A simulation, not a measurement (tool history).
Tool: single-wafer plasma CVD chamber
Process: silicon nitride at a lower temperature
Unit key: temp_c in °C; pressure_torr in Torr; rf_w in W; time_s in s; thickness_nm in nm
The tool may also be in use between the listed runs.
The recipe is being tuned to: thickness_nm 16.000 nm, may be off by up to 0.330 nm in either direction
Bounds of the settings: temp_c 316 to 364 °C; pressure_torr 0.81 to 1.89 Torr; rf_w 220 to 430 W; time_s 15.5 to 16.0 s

run 1 hour=0.0 | temp_c=340 pressure_torr=1.35 rf_w=325 time_s=15.5 | thickness_nm=19.413
run 2 hour=5.1 | temp_c=330 pressure_torr=1.35 rf_w=325 time_s=15.5 | thickness_nm=19.396
run 3 hour=10.3 | temp_c=330 pressure_torr=1.25 rf_w=315 time_s=15.5 | thickness_nm=18.439
run 4 hour=16.7 | temp_c=335 pressure_torr=1.25 rf_w=315 time_s=15.5 | thickness_nm=18.306
run 5 hour=19.7 | temp_c=329 pressure_torr=1.25 rf_w=315 time_s=15.5 | thickness_nm=18.444
run 6 hour=21.6 | temp_c=322 pressure_torr=1.25 rf_w=315 time_s=15.5 | thickness_nm=18.535
run 7 hour=27.6 | temp_c=322 pressure_torr=1.16 rf_w=310 time_s=15.5 | thickness_nm=17.795
run 8 hour=35.0 | temp_c=322 pressure_torr=1.16 rf_w=310 time_s=15.5 | thickness_nm=17.735
run 9 hour=40.4 | temp_c=322 pressure_torr=1.09 rf_w=310 time_s=15.5 | thickness_nm=17.399
run 10 hour=47.7 | temp_c=322 pressure_torr=1.04 rf_w=310 time_s=15.5 | thickness_nm=16.906
-- hour=51.1 RF generator calibrated
run 11 hour=51.1 | temp_c=322 pressure_torr=1.01 rf_w=310 time_s=15.5 | thickness_nm=17.656
run 12 hour=59.6 | temp_c=322 pressure_torr=1.00 rf_w=300 time_s=15.5 | thickness_nm=17.219
run 13 hour=66.2 | temp_c=321 pressure_torr=0.96 rf_w=290 time_s=15.5 | thickness_nm=16.469

Which one of the following 4 next-run settings gets every result inside its allowed miss? There is exactly one.
run A hour=72.8 | temp_c=336 pressure_torr=1.13 rf_w=275 time_s=16.0 | thickness_nm=?
run B hour=72.8 | temp_c=334 pressure_torr=1.21 rf_w=255 time_s=16.0 | thickness_nm=?
run C hour=72.8 | temp_c=316 pressure_torr=1.01 rf_w=295 time_s=15.5 | thickness_nm=?
run D hour=72.8 | temp_c=319 pressure_torr=1.00 rf_w=275 time_s=15.5 | thickness_nm=?

move=A thickness_nm=17.527
move=B thickness_nm=17.025
move=C thickness_nm=17.146
move=D thickness_nm=16.200
A: the biggest miss grows against the last run
B: the biggest miss grows against the last run
C: the biggest miss grows against the last run
D: every result lands within tolerance
Correct choice: D, which meets every target

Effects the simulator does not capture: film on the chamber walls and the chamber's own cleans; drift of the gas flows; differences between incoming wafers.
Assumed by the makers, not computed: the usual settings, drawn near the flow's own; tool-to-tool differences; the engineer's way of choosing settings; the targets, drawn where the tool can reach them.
